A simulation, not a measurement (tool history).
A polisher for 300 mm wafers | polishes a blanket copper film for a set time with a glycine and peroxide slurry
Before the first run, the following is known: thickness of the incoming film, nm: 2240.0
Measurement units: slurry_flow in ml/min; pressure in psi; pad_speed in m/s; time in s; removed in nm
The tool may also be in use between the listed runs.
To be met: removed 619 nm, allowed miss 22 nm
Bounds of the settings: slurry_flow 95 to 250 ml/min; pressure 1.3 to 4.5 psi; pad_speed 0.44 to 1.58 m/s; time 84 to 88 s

{"run": 1, "day": 0.0, "slurry_flow": 160, "pressure": 2.9, "pad_speed": 1, "time": 84, "removed": 458.32}
{"run": 2, "day": 0.367, "slurry_flow": 165, "pressure": 3.2, "pad_speed": 1, "time": 84, "removed": 508.37}
{"run": 3, "day": 0.592, "slurry_flow": 170, "pressure": 3.3, "pad_speed": 1, "time": 84, "removed": 517.36}
{"run": 4, "day": 0.746, "slurry_flow": 170, "pressure": 3.3, "pad_speed": 0.76, "time": 84, "removed": 415.37}
{"run": 5, "day": 0.971, "slurry_flow": 170, "pressure": 3.6, "pad_speed": 0.78, "time": 84, "removed": 449.75}
{"run": 6, "day": 1.125, "slurry_flow": 175, "pressure": 3.8, "pad_speed": 0.8, "time": 84, "removed": 485.59}
{"run": 7, "day": 1.446, "slurry_flow": 180, "pressure": 4, "pad_speed": 0.82, "time": 84, "removed": 525.71}
{"run": 8, "day": 1.65, "slurry_flow": 185, "pressure": 4.1, "pad_speed": 0.82, "time": 84, "removed": 535.8}
{"day": 1.975, "done": "slurry nozzle cleaned"}
{"run": 9, "day": 1.975, "slurry_flow": 185, "pressure": 4.2, "pad_speed": 0.84, "time": 84, "removed": 584.08}
{"run": 10, "day": 2.267, "slurry_flow": 190, "pressure": 4.2, "pad_speed": 0.84, "time": 84, "removed": 586.81}

Exactly one of the 5 candidate moves below puts every result within its allowed miss. Which one?
{"run": "A", "day": 2.558, "slurry_flow": 215, "pressure": 3.1, "pad_speed": 1.06, "time": 85, "removed": "?"}
{"run": "B", "day": 2.558, "slurry_flow": 180, "pressure": 4.2, "pad_speed": 0.92, "time": 84, "removed": "?"}
{"run": "C", "day": 2.558, "slurry_flow": 215, "pressure": 3.9, "pad_speed": 0.76, "time": 88, "removed": "?"}
{"run": "D", "day": 2.558, "slurry_flow": 150, "pressure": 3.8, "pad_speed": 0.88, "time": 88, "removed": "?"}
{"run": "E", "day": 2.558, "slurry_flow": 205, "pressure": 4.2, "pad_speed": 0.76, "time": 84, "removed": "?"}

move=A removed=557.01
move=B removed=623.35
move=C removed=532.11
move=D removed=566.83
move=E removed=538.11
A: misses by more than the last run did
B: hits every target within its allowed miss
C: misses by more than the last run did
D: misses by more than the last run did
E: misses by more than the last run did
The move that meets every target is B.

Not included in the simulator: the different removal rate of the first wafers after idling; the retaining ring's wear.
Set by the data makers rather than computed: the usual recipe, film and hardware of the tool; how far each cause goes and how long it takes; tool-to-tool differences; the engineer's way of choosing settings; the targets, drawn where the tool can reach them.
